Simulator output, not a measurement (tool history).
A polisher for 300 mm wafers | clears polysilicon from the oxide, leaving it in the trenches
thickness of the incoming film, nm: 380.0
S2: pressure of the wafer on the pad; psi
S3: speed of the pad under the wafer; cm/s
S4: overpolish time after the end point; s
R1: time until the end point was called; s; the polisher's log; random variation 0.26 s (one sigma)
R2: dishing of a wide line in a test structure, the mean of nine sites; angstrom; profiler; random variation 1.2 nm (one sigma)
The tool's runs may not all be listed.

{"run": 1, "hour": 0.0, "flow of slurry (ml/min)": 305, "S2": 1.9, "S3": 114, "S4": 9, "R1": 32.212, "R2": 493.5}
{"run": 2, "hour": 5.5, "flow of slurry (ml/min)": 305, "S2": 1.9, "S3": 142, "S4": 9, "R1": 25.82, "R2": 514.48}
{"run": 3, "hour": 13.4, "flow of slurry (ml/min)": 305, "S2": 2, "S3": 142, "S4": 9, "R1": 25.236, "R2": 535.22}
{"run": 4, "hour": 16.1, "flow of slurry (ml/min)": 305, "S2": 2, "S3": 116, "S4": 9, "R1": 30.321, "R2": 489.9}
{"run": 5, "hour": 17.2, "flow of slurry (ml/min)": 305, "S2": 2, "S3": 142, "S4": 9, "R1": 25.095, "R2": 506.07}
{"run": 6, "hour": 23.4, "flow of slurry (ml/min)": 305, "S2": 2.1, "S3": 142, "S4": 9, "R1": 24.383, "R2": 542.75}
{"run": 7, "hour": 27.5, "flow of slurry (ml/min)": 305, "S2": 2.2, "S3": 142, "S4": 9, "R1": 22.808, "R2": 531.12}

Forecast run 8:
{"run": 8, "hour": 28.4, "flow of slurry (ml/min)": 305, "S2": 2.3, "S3": 142, "S4": 9, "R1": "?", "R2": "?"}

{"run 8": {"R1": 21.85, "R2": 543.77}}

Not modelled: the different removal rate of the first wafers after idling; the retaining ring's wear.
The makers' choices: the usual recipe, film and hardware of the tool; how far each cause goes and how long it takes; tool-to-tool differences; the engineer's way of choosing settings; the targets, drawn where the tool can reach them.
